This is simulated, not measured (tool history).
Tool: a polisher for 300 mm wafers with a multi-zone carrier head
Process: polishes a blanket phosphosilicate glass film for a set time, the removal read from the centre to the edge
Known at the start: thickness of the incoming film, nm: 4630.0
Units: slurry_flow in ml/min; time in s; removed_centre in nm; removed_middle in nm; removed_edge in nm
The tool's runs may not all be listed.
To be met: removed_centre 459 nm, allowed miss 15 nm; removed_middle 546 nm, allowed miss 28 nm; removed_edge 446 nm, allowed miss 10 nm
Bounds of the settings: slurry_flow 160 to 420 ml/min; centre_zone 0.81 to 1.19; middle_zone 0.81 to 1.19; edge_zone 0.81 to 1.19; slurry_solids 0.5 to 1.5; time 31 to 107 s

run,hour,slurry_flow,centre_zone,middle_zone,edge_zone,slurry_solids,time,removed_centre,removed_middle,removed_edge
1,0,270,1,1,1,1,69,577.7,578.14,572.38
2,6.8,270,1,1,1,0.85,69,549.88,553.42,534.78
3,12.6,270,1,1.08,1,0.85,69,545.56,585.42,530.44
4,21.5,270,1,1.16,1,0.85,69,555.58,618.48,531.14
5,26.4,265,0.99,1.15,0.97,0.8,69,534.72,589.49,514.85
6,30.6,265,0.99,1.19,0.97,0.8,69,524.47,605.59,511.96
7,32,270,0.98,1.19,0.94,0.75,69,513.95,599.37,494.6
8,32.9,265,0.97,1.18,0.92,0.75,69,508.39,580.03,482.64
9,37.4,260,0.96,1.18,0.91,0.75,69,490.66,591.38,485.55
10,40,255,0.96,1.17,0.9,0.75,69,498.17,579.56,479.29
11,42.6,250,0.95,1.17,0.89,0.75,69,489.39,584.9,474.54
12,46.7,245,0.95,1.16,0.88,0.75,69,485.42,561.58,477.67
13,48.5,245,0.95,1.16,0.87,0.75,69,487.02,588.2,468.67
14,52.1,240,0.95,1.15,0.86,0.75,69,483.84,582.28,462.17
15,55.5,235,0.95,1.14,0.86,0.75,69,477.29,583.84,466.04
16,60.3,240,0.95,1.13,0.86,0.75,69,477.5,567.62,464.1
17,65.1,235,0.95,1.12,0.85,0.75,69,485.55,571.12,463.3
18,71.4,235,0.94,1.11,0.84,0.75,69,479.3,558.28,460.32
19,77.7,230,0.94,1.11,0.84,0.75,69,473.35,557.63,459.07
20,81.9,225,0.94,1.11,0.84,0.75,69,476.79,559.22,464.02

Which of these 5 next moves meets every target?
A,86.1,245,0.9,1.13,0.83,0.85,68,?,?,?
B,86.1,255,1.03,1.15,0.85,0.9,61,?,?,?
C,86.1,185,0.91,1.16,0.81,1.25,61,?,?,?
D,86.1,205,0.95,1.15,0.85,0.8,66,?,?,?
E,86.1,270,0.85,1.19,0.81,0.7,72,?,?,?

move,removed_centre,removed_middle,removed_edge
A,472.05,598.3,481.98
B,498.98,559.6,448.4
C,470.65,606.44,477.77
D,458.87,560.6,452.58
E,442.75,620.68,471.19
A: further off than the last run
B: brings the result that was furthest off to its target, and leaves another outside
C: further off than the last run
D: meets every target
E: further off than the last run
Answer: D
